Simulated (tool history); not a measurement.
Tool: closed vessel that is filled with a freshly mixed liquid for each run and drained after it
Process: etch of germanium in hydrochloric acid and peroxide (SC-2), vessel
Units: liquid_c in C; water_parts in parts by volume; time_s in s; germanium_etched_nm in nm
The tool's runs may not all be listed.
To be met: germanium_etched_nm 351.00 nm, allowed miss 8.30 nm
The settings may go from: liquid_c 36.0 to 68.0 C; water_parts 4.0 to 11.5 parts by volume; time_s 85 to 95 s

run    day  liquid_c  water_parts  time_s  germanium_etched_nm
  1  0.000      52.0          6.5      85               252.18
  2  0.188      53.0          6.5      85               261.38
  3  0.438      53.0          6.5      95               292.89
  4  0.804      49.5          6.5      95               263.00
  5  1.042      49.5          6.5      95               261.79
  6  1.229      49.5          6.5      95               261.45
  7  1.383      50.5          6.5      95               270.58
  8  1.738      51.5          6.5      95               280.30
     1.883  -- thermometer replaced
  9  1.883      52.0          6.5      95               268.33
 10  1.925      54.0          6.5      95               283.56
 11  2.083      55.5          6.5      95               296.85
 12  2.429      62.0          6.5      95               364.95

Which of these 5 next moves meets every target?
  A  2.775      62.5          7.5      95                    ?
  B  2.775      63.0          7.0      95                    ?
  C  2.775      65.0          7.0      95                    ?
  D  2.775      61.5          8.0      95                    ?
  E  2.775      65.0          7.5      90                    ?

move  germanium_etched_nm
   A               366.03
   B               373.26
   C               395.61
   D               353.65
   E               372.87
A: further off than the last run
B: further off than the last run
C: further off than the last run
D: meets every target
E: further off than the last run
Move D is the one to make.

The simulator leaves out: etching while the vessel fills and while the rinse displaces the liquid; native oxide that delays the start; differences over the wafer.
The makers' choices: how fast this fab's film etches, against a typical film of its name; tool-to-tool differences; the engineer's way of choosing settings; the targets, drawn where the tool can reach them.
